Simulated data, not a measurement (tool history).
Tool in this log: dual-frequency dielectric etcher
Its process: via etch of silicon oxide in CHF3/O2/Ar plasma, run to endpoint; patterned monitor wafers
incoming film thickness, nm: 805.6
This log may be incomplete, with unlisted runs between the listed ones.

run	hour	source power (kW)	bias power (kW)	endpoint time (s)
1	0.0	0.910	0.205	314.33
2	7.5	0.970	0.205	305.83
3	15.2	1.000	0.207	300.83
4	17.2	1.030	0.208	296.77
5	25.5	1.030	0.175	319.03
6	32.3	1.080	0.179	306.99
7	33.9	1.110	0.180	306.47
8	34.8	1.140	0.184	301.30
9	38.9	1.160	0.187	296.98
10	39.6	1.180	0.189	294.58

For run 11, what comes out?
11	43.1	1.200	0.191	?

Logged for run 11: endpoint time (s) 289.49.
